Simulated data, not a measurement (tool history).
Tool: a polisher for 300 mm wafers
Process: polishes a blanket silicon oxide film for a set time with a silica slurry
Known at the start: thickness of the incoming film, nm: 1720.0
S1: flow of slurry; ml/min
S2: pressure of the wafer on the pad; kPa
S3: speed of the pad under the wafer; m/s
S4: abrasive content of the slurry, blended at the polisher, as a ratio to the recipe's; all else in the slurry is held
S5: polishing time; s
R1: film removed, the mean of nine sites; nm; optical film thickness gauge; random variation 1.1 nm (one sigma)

{"run": 1, "hour": 0.0, "S1": 120, "S2": 23.4, "S3": 1.0, "S4": 1.0, "S5": 37, "R1": 77.001}
{"run": 2, "hour": 1.5, "S1": 145, "S2": 23.4, "S3": 1.0, "S4": 1.0, "S5": 37, "R1": 80.109}
{"run": 3, "hour": 6.6, "S1": 145, "S2": 25.5, "S3": 1.0, "S4": 1.0, "S5": 37, "R1": 86.558}
{"run": 4, "hour": 13.7, "S1": 145, "S2": 25.5, "S3": 1.0, "S4": 1.0, "S5": 37, "R1": 86.607}
{"run": 5, "hour": 19.2, "S1": 145, "S2": 25.5, "S3": 1.0, "S4": 0.8, "S5": 37, "R1": 81.617}
{"run": 6, "hour": 21.5, "S1": 170, "S2": 25.5, "S3": 1.0, "S4": 0.8, "S5": 37, "R1": 83.228}
{"run": 7, "hour": 29.5, "S1": 170, "S2": 25.5, "S3": 1.0, "S4": 0.8, "S5": 37, "R1": 83.313}
{"run": 8, "hour": 35.3, "S1": 170, "S2": 26.9, "S3": 1.0, "S4": 0.8, "S5": 37, "R1": 85.797}
{"run": 9, "hour": 43.4, "S1": 175, "S2": 33.8, "S3": 1.02, "S4": 0.8, "S5": 37, "R1": 108.16}

Run 10 comes next. What will it give?
{"run": 10, "hour": 46.4, "S1": 175, "S2": 34.5, "S3": 1.02, "S4": 0.8, "S5": 37, "R1": "?"}

Run 10 gave R1 108.290 nm.

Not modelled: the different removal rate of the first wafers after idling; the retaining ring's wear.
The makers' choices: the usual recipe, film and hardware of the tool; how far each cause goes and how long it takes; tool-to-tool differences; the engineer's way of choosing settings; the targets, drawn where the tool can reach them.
